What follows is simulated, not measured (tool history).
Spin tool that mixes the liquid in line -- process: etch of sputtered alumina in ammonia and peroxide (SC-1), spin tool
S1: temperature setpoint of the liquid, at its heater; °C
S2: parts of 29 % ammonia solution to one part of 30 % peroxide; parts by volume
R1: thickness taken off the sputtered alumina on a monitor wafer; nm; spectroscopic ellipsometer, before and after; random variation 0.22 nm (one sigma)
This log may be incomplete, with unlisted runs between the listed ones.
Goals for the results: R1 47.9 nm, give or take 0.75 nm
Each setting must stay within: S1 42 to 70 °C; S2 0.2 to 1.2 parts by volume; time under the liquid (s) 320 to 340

run 1 hour=0 | S1=58 S2=0.85 time_under_the_liquid_(s)=320 | R1=27.494
run 2 hour=1.7 | S1=58 S2=0.95 time_under_the_liquid_(s)=320 | R1=27.957
run 3 hour=6.8 | S1=58 S2=0.95 time_under_the_liquid_(s)=340 | R1=29.463
run 4 hour=12.9 | S1=60.5 S2=0.95 time_under_the_liquid_(s)=340 | R1=33.467
run 5 hour=19.2 | S1=62.5 S2=0.95 time_under_the_liquid_(s)=340 | R1=37.33
run 6 hour=25.8 | S1=66 S2=0.95 time_under_the_liquid_(s)=340 | R1=44.168
run 7 hour=28.1 | S1=66.5 S2=0.95 time_under_the_liquid_(s)=340 | R1=45.127
run 8 hour=34.4 | S1=68 S2=0.95 time_under_the_liquid_(s)=340 | R1=49.036
run 9 hour=39.5 | S1=68 S2=0.95 time_under_the_liquid_(s)=340 | R1=49.262

Consider the 4 candidate settings below. Which is the only one whose results all fall within their allowed miss of target?
run A hour=44.6 | S1=69.5 S2=0.95 time_under_the_liquid_(s)=335 | R1=?
run B hour=44.6 | S1=68.5 S2=0.95 time_under_the_liquid_(s)=325 | R1=?
run C hour=44.6 | S1=70 S2=1.2 time_under_the_liquid_(s)=320 | R1=?
run D hour=44.6 | S1=70 S2=0.85 time_under_the_liquid_(s)=320 | R1=?

move=A R1=51.889
move=B R1=47.966
move=C R1=51.902
move=D R1=50.242
A: lands further from the targets than the last run did
B: all results in spec
C: lands further from the targets than the last run did
D: lands further from the targets than the last run did
Correct choice: B, which meets every target

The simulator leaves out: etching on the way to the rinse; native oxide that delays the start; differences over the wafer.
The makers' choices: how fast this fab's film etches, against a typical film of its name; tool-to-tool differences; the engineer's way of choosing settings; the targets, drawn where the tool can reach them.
